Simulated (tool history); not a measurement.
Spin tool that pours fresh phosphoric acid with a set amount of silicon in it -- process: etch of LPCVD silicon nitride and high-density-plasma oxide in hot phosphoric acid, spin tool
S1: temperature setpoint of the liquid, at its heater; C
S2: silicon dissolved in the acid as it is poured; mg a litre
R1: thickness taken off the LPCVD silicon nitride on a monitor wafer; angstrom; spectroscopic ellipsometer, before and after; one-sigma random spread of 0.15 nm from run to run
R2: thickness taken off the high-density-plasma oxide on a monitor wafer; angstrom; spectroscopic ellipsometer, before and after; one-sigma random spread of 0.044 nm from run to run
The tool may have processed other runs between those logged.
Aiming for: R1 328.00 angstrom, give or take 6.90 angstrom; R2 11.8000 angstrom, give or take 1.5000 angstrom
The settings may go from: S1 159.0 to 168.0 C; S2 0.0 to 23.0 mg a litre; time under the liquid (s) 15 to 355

Run 1, hour 0.0: S1 164.0 C, S2 10.0 mg a litre, time under the liquid (s) 180. Result: R1 183.18 angstrom, R2 7.7645 angstrom.
Run 2, hour 7.0: S1 166.0 C, S2 10.0 mg a litre, time under the liquid (s) 180. Result: R1 195.37 angstrom, R2 8.9110 angstrom.
Run 3, hour 11.2: S1 166.0 C, S2 11.0 mg a litre, time under the liquid (s) 190. Result: R1 208.45 angstrom, R2 9.4385 angstrom.
Run 4, hour 18.1: S1 166.0 C, S2 6.0 mg a litre, time under the liquid (s) 190. Result: R1 208.03 angstrom, R2 9.9098 angstrom.
Run 5, hour 26.8: S1 166.0 C, S2 9.0 mg a litre, time under the liquid (s) 190. Result: R1 207.38 angstrom, R2 9.7447 angstrom.
Run 6, hour 31.3: S1 166.0 C, S2 10.5 mg a litre, time under the liquid (s) 200. Result: R1 219.44 angstrom, R2 9.7626 angstrom.
Run 7, hour 38.5: S1 166.0 C, S2 11.5 mg a litre, time under the liquid (s) 205. Result: R1 224.65 angstrom, R2 9.8967 angstrom.
Run 8, hour 39.7: S1 166.5 C, S2 18.0 mg a litre, time under the liquid (s) 285. Result: R1 316.97 angstrom, R2 11.4340 angstrom.

Consider the 5 candidate settings below. Which is the only one whose results all fall within their allowed miss of target?
Run A, hour 40.9: S1 166.0 C, S2 19.5 mg a litre, time under the liquid (s) 285. Result: R1 ?, R2 ?.
Run B, hour 40.9: S1 167.0 C, S2 20.0 mg a litre, time under the liquid (s) 275. Result: R1 ?, R2 ?.
Run C, hour 40.9: S1 167.5 C, S2 18.0 mg a litre, time under the liquid (s) 265. Result: R1 ?, R2 ?.
Run D, hour 40.9: S1 166.0 C, S2 18.0 mg a litre, time under the liquid (s) 275. Result: R1 ?, R2 ?.
Run E, hour 40.9: S1 165.5 C, S2 18.0 mg a litre, time under the liquid (s) 305. Result: R1 ?, R2 ?.

move      R1       R2
   A  313.95  11.9430
   B  312.97  12.2090
   C  306.53  12.8910
   D  302.94  12.0110
   E  330.53  12.8490
A: lands further from the targets than the last run did
B: lands further from the targets than the last run did
C: lands further from the targets than the last run did
D: lands further from the targets than the last run did
E: every result lands within tolerance
Answer: E

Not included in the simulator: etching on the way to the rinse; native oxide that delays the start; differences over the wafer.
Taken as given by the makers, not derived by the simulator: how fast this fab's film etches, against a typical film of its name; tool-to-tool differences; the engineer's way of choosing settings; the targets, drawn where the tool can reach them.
